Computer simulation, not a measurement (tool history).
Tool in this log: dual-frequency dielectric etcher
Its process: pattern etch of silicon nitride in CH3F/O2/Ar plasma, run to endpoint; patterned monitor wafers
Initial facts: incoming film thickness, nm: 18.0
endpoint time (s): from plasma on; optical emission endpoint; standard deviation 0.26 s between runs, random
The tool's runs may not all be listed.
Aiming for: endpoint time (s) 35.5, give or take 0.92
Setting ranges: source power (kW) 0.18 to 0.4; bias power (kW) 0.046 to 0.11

run	hour	source power (kW)	bias power (kW)	endpoint time (s)
1	0	0.29	0.078	29.224
2	5.9	0.26	0.073	31.045
3	7.5	0.23	0.073	32.252
4	10.3	0.23	0.086	30.432
5	17.9	0.19	0.086	32.674
6	23.1	0.19	0.1	30.473
7	25.1	0.19	0.091	31.816
8	34	0.19	0.085	32.671
9	41.8	0.19	0.081	33.424

Exercise: of the 5 proposed moves below, exactly one satisfies all targets within the stated allowed misses. Which move is it?
A	49.6	0.18	0.091	?
B	49.6	0.18	0.083	?
C	49.6	0.18	0.072	?
D	49.6	0.19	0.082	?
E	49.6	0.22	0.074	?

move	endpoint time (s)
A	32.45
B	33.555
C	35.296
D	33.123
E	32.743
A: further off than the last run
B: an improvement on the last run, though not all results are within tolerance
C: hits every target within its allowed miss
D: further off than the last run
E: further off than the last run
Move C is the one to make.
